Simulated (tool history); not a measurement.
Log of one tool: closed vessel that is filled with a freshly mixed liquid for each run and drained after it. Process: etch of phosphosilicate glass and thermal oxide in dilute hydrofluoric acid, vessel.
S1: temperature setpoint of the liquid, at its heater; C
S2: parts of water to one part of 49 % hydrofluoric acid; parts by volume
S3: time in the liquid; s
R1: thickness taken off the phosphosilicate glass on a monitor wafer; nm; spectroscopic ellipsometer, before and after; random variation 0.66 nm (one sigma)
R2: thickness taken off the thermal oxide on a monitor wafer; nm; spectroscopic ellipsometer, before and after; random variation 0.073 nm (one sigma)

run,day,S1,S2,S3,R1,R2
1,0,22,180,60,60.01,1.3728
2,0.35,22,180,70,70.076,1.5572
3,0.396,22,225,70,53.413,1.1601
4,0.758,20,225,70,50.055,1.0522
5,0.962,20,185,70,63.496,1.3886
6,1.275,17.5,185,70,56.649,1.1987
7,1.421,20.5,175,70,68.514,1.5307
8,1.558,22.5,170,70,77.125,1.7381
9,1.717,24,165,70,84.594,1.8153
10,1.875,25.5,160,70,93.034,2.0027

Run 11 comes next. What will it give?
11,2.158,29.5,155,70,?,?

Run 11 gave R1 111.28 nm, R2 2.5214 nm.
